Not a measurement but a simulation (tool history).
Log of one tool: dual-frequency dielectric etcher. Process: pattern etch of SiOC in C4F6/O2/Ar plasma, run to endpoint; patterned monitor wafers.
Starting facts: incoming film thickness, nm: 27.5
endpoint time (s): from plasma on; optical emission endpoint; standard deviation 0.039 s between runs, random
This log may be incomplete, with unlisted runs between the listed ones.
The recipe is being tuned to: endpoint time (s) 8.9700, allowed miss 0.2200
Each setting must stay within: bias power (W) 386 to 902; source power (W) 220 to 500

Run 1, hour 0.0: bias power (W) 644, source power (W) 360. Result: endpoint time (s) 7.8559.
Run 2, hour 2.3: bias power (W) 745, source power (W) 360. Result: endpoint time (s) 7.4665.
Run 3, hour 10.8: bias power (W) 845, source power (W) 360. Result: endpoint time (s) 6.9912.
Run 4, hour 14.0: bias power (W) 788, source power (W) 350. Result: endpoint time (s) 7.2608.
Run 5, hour 17.1: bias power (W) 902, source power (W) 350. Result: endpoint time (s) 6.8770.
Run 6, hour 24.7: bias power (W) 837, source power (W) 340. Result: endpoint time (s) 7.1813.
Run 7, hour 31.6: bias power (W) 784, source power (W) 330. Result: endpoint time (s) 7.4505.
Run 8, hour 35.2: bias power (W) 739, source power (W) 320. Result: endpoint time (s) 7.6868.

4 candidate next runs follow, results not yet known. Just one meets every target within its allowed miss. Identify it.
Run A, hour 38.8: bias power (W) 678, source power (W) 280. Result: endpoint time (s) ?.
Run B, hour 38.8: bias power (W) 614, source power (W) 270. Result: endpoint time (s) ?.
Run C, hour 38.8: bias power (W) 774, source power (W) 370. Result: endpoint time (s) ?.
Run D, hour 38.8: bias power (W) 686, source power (W) 290. Result: endpoint time (s) ?.

move  endpoint time (s)
   A             8.3980
   B             8.8837
   C             7.1799
   D             8.2516
A: closer than the last run, but not yet in spec
B: all results land within tolerance of their targets
C: further off than the last run
D: closer than the last run, but not yet in spec
B is the move that brings every result within its allowed miss.

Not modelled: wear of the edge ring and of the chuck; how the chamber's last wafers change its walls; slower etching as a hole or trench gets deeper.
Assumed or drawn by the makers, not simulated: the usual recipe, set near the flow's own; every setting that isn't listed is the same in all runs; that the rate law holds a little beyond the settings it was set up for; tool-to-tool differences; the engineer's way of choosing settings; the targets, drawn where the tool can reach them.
